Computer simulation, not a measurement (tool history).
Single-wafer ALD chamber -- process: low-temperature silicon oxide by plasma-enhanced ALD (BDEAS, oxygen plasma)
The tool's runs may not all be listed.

run	hour	heater temperature setpoint (deg C)	number of ALD cycles (cycles)	mean film thickness on the monitor wafer (angstrom)
1	0.0	95	61	92.039
2	5.0	95	66	101.110
3	12.2	93	67	103.310
4	13.8	99	67	100.420
5	21.3	95	67	101.430
6	29.0	89	67	104.650
7	38.1	89	67	104.690
# hour 40.2: thermocouple changed; heater temperature recalibrated
8	40.2	87	67	103.480
9	47.0	87	68	104.160

The next listed run, before its measurement:
10	50.4	87	69	?

mean film thickness on the monitor wafer (angstrom): 106.060

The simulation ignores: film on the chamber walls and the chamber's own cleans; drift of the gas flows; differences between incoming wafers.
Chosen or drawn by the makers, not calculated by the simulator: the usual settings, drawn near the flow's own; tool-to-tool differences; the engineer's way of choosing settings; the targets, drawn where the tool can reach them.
